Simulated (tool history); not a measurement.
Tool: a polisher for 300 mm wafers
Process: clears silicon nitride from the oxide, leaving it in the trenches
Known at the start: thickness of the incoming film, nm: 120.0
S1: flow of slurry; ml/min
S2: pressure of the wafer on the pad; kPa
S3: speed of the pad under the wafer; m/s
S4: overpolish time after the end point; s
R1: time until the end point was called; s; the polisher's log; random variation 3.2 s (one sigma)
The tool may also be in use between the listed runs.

run 1 hour=0.0 | S1=185 S2=20.7 S3=0.78 S4=42 | R1=137.04
run 2 hour=3.7 | S1=185 S2=20.7 S3=0.78 S4=46 | R1=137.71
run 3 hour=11.6 | S1=225 S2=20.7 S3=0.78 S4=46 | R1=131.08
run 4 hour=17.1 | S1=220 S2=19.3 S3=0.78 S4=46 | R1=142.30
run 5 hour=17.7 | S1=220 S2=17.9 S3=0.78 S4=46 | R1=149.93
run 6 hour=23.3 | S1=220 S2=16.5 S3=0.78 S4=46 | R1=160.61
run 7 hour=31.4 | S1=220 S2=16.5 S3=0.78 S4=46 | R1=156.99
run 8 hour=37.3 | S1=220 S2=15.2 S3=0.78 S4=46 | R1=165.42
run 9 hour=42.9 | S1=220 S2=14.5 S3=0.76 S4=46 | R1=175.68

Forecast run 10:
run 10 hour=49.7 | S1=220 S2=13.8 S3=0.76 S4=46 | R1=?

{"run 10": {"R1": 180.41}}
